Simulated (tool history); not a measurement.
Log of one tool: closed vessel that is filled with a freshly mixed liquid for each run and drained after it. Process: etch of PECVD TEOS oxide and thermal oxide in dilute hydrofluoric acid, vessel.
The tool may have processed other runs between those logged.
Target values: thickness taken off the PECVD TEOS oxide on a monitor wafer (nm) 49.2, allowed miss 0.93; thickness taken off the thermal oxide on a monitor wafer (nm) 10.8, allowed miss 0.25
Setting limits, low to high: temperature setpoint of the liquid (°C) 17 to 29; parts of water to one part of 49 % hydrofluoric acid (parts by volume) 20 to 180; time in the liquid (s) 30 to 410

run,day,temperature setpoint of the liquid (°C),parts of water to one part of 49 % hydrofluoric acid (parts by volume),time in the liquid (s),thickness taken off the PECVD TEOS oxide on a monitor wafer (nm),thickness taken off the thermal oxide on a monitor wafer (nm)
1,0,21,100,210,39.659,8.5173
2,0.175,21,75,210,54.292,11.848
3,0.508,20.5,75,210,53.031,11.6
4,0.783,20,75,210,51.894,11.319
5,0.808,20,75,150,37.259,8.1176
6,1.154,21,75,150,38.804,8.5129
7,1.462,22,75,150,40.526,8.8126
8,1.796,23,75,150,41.934,9.1871
9,1.825,23.5,75,150,42.699,9.4946
10,2.012,24,75,150,43.739,9.5605
11,2.092,24.5,75,150,44.686,9.6862

Consider the 4 candidate settings below. Which is the only one whose results all fall within their allowed miss of target?
A,2.171,17,20,60,?,?
B,2.171,22.5,90,190,?,?
C,2.171,28,115,200,?,?
D,2.171,28,80,155,?,?

move,thickness taken off the PECVD TEOS oxide on a monitor wafer (nm),thickness taken off the thermal oxide on a monitor wafer (nm)
A,52.178,11.406
B,42.705,9.3351
C,42.266,9.2392
D,49.374,10.793
A: carries the result that was furthest off beyond its target, to the other side
B: its largest miss is bigger than the last run's
C: its largest miss is bigger than the last run's
D: in spec on every target
Answer: D

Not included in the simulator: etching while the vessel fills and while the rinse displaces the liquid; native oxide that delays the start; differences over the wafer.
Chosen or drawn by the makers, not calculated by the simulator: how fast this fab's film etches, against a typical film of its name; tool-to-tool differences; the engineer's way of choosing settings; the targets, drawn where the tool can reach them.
